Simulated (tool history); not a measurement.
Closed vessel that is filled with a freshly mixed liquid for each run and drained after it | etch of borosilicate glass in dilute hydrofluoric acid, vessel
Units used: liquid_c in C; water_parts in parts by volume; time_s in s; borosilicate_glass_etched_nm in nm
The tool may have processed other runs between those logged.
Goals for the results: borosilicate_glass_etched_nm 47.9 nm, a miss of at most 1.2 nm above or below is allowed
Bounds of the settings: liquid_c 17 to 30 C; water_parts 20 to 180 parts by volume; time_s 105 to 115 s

run,hour,liquid_c,water_parts,time_s,borosilicate_glass_etched_nm
1,0,22,100,105,36.99
2,2.8,23,100,105,38.201
3,11.7,23,100,115,41.897
4,17.9,24,100,115,44.105
5,26,24,100,105,40.073
6,29.3,24,130,105,29.429
7,31,25,125,105,32.383
8,36.4,26,120,105,35.314
9,41.8,26,120,105,35.049
10,44.6,26.5,115,105,37.67
11,46,27,115,105,38.41
12,47.6,27.5,115,105,39.43
# hour 49.7: hydrofluoric acid flow meter replaced
13,49.7,27.5,115,105,41.442
14,58.3,28,115,105,42.505

Which one of the following 5 next-run settings gets every result inside its allowed miss? There is exactly one.
A,66.9,30,135,110,?
B,66.9,26,120,105,?
C,66.9,30,115,110,?
D,66.9,27,115,105,?
E,66.9,30,125,115,?

move,borosilicate_glass_etched_nm
A,39.791
B,37.521
C,47.999
D,40.936
E,45.538
A: lands further from the targets than the last run did
B: lands further from the targets than the last run did
C: every result within its allowed miss
D: lands further from the targets than the last run did
E: gains on the last run, yet a result remains outside its allowed miss
The right move is C.
